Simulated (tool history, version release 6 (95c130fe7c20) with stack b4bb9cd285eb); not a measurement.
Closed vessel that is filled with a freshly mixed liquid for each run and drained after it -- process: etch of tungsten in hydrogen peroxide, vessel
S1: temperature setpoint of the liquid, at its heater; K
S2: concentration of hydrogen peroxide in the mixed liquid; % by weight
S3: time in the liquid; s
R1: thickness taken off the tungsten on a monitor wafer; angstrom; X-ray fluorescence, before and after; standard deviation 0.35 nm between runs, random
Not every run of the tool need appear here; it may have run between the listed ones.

{"run": 1, "hour": 0.0, "S1": 323.15, "S2": 15.5, "S3": 35, "R1": 642.48}
{"run": 2, "hour": 1.7, "S1": 321.65, "S2": 15.5, "S3": 35, "R1": 586.74}
{"run": 3, "hour": 6.3, "S1": 320.15, "S2": 15.5, "S3": 35, "R1": 526.8}
{"run": 4, "hour": 15.0, "S1": 319.15, "S2": 15.5, "S3": 35, "R1": 499.32}
{"run": 5, "hour": 18.5, "S1": 319.15, "S2": 14.0, "S3": 35, "R1": 481.3}
{"run": 6, "hour": 23.3, "S1": 318.65, "S2": 14.0, "S3": 35, "R1": 461.24}
{"run": 7, "hour": 25.0, "S1": 318.15, "S2": 14.0, "S3": 35, "R1": 442.18}
{"run": 8, "hour": 30.1, "S1": 317.65, "S2": 14.0, "S3": 35, "R1": 425.83}

Predict the results of run 9:
{"run": 9, "hour": 32.3, "S1": 317.15, "S2": 14.0, "S3": 35, "R1": "?"}

R1: 413.17 angstrom

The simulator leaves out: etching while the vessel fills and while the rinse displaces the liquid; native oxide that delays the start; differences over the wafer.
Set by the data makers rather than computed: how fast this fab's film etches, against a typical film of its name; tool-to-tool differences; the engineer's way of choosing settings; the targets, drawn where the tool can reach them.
